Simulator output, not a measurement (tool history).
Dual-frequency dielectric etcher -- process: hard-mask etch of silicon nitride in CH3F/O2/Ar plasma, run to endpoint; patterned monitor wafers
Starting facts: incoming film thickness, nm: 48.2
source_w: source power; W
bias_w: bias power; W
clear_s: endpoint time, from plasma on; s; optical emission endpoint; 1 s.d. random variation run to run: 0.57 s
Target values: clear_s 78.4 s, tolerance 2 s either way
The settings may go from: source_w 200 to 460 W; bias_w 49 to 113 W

run  hour  source_w  bias_w  clear_s
  1     0       330      81   66.951
  2   1.7       310      79   68.773
  3   7.8       290      77   71.114
  4  13.2       290      89   66.494
  5  18.6       280      86   68.843
  6  24.3       270      84   70.442
  7    26       260      83   71.619
  8  29.4       200      74   82.884
  9  37.4       210      74   81.799
 10  45.3       210      74    80.79

Pick the move, out of 5, that brings all results within their allowed miss; only one does.
  A  53.2       220      67        ?
  B  53.2       200      74        ?
  C  53.2       250      61        ?
  D  53.2       200      71        ?
  E  53.2       220      77        ?

move  clear_s
   A   84.066
   B    82.65
   C   84.291
   D   84.325
   E   78.608
A: the biggest miss grows against the last run
B: the biggest miss grows against the last run
C: the biggest miss grows against the last run
D: the biggest miss grows against the last run
E: every result within its allowed miss
So the answer is move E, the one that meets all the targets.

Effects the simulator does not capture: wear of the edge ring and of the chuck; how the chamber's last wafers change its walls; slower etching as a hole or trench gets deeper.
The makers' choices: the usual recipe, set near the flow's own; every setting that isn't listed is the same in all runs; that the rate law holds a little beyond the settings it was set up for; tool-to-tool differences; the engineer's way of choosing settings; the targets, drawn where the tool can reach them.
